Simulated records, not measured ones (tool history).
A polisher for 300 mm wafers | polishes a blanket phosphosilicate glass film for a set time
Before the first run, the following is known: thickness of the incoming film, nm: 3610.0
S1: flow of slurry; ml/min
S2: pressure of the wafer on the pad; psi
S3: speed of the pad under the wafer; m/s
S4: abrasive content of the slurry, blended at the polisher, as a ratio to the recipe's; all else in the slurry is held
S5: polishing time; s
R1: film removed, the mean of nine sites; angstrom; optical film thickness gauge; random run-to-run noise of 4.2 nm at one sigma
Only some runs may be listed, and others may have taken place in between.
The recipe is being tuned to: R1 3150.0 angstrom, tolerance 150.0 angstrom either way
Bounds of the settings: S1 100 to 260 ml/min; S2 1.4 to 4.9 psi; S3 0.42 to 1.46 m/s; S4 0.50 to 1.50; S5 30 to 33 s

Run 1, hour 0.0: S1 165 ml/min, S2 3.1 psi, S3 0.94 m/s, S4 1.00, S5 33 s. Result: R1 2290.6 angstrom.
Run 2, hour 5.9: S1 165 ml/min, S2 3.3 psi, S3 0.94 m/s, S4 1.00, S5 33 s. Result: R1 2496.9 angstrom.
Run 3, hour 14.9: S1 165 ml/min, S2 3.3 psi, S3 0.94 m/s, S4 1.00, S5 33 s. Result: R1 2492.6 angstrom.
Run 4, hour 19.3: S1 200 ml/min, S2 3.3 psi, S3 0.94 m/s, S4 1.00, S5 33 s. Result: R1 2523.0 angstrom.
Run 5, hour 21.6: S1 200 ml/min, S2 3.4 psi, S3 0.94 m/s, S4 1.00, S5 33 s. Result: R1 2678.7 angstrom.
Run 6, hour 26.1: S1 200 ml/min, S2 3.4 psi, S3 0.94 m/s, S4 0.85, S5 33 s. Result: R1 2445.2 angstrom.
Run 7, hour 29.7: S1 200 ml/min, S2 3.6 psi, S3 0.94 m/s, S4 0.85, S5 33 s. Result: R1 2568.0 angstrom.
Run 8, hour 32.1: S1 200 ml/min, S2 3.7 psi, S3 0.94 m/s, S4 0.85, S5 33 s. Result: R1 2658.5 angstrom.
Run 9, hour 33.7: S1 200 ml/min, S2 3.8 psi, S3 0.94 m/s, S4 0.85, S5 33 s. Result: R1 2757.1 angstrom.
Run 10, hour 38.6: S1 200 ml/min, S2 3.9 psi, S3 0.94 m/s, S4 0.85, S5 33 s. Result: R1 2847.5 angstrom.
Run 11, hour 45.1: S1 200 ml/min, S2 4.0 psi, S3 0.94 m/s, S4 0.85, S5 33 s. Result: R1 2861.3 angstrom.
Run 12, hour 52.0: S1 200 ml/min, S2 4.1 psi, S3 0.94 m/s, S4 0.85, S5 33 s. Result: R1 2961.6 angstrom.

4 candidate next runs follow, results not yet known. Just one meets every target within its allowed miss. Identify it.
Run A, hour 58.9: S1 195 ml/min, S2 4.2 psi, S3 0.94 m/s, S4 0.75, S5 32 s. Result: R1 ?.
Run B, hour 58.9: S1 145 ml/min, S2 4.1 psi, S3 1.04 m/s, S4 0.75, S5 31 s. Result: R1 ?.
Run C, hour 58.9: S1 195 ml/min, S2 4.3 psi, S3 0.98 m/s, S4 0.80, S5 33 s. Result: R1 ?.
Run D, hour 58.9: S1 185 ml/min, S2 4.1 psi, S3 0.90 m/s, S4 0.80, S5 33 s. Result: R1 ?.

move      R1
   A  2815.6
   B  2752.3
   C  3158.4
   D  2795.0
A: further off than the last run
B: further off than the last run
C: meets every target
D: further off than the last run
Go with C: it meets all targets.

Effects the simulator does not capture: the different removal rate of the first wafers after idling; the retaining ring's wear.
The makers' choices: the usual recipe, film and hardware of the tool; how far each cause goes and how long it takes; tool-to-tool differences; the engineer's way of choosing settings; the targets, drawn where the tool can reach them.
